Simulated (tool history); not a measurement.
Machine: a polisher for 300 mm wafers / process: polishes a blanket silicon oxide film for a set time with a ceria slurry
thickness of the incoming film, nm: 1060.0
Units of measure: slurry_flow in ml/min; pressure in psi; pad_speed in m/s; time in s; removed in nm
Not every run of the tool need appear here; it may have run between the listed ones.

run,hour,slurry_flow,pressure,pad_speed,time,removed
1,0.0,230,2.3,1.06,71,229.43
2,1.2,230,2.5,1.06,71,249.68
3,8.2,230,2.5,1.06,75,259.04
4,16.4,230,2.5,1.06,75,261.75
5,22.3,180,2.5,1.06,75,248.86
6,29.7,200,2.7,1.06,75,266.71
7,30.9,200,3.3,1.08,75,311.77

Run 8 is up next; what results do you expect?
8,31.7,215,3.4,1.10,75,?

Run 8 yielded removed 325.20 nm.
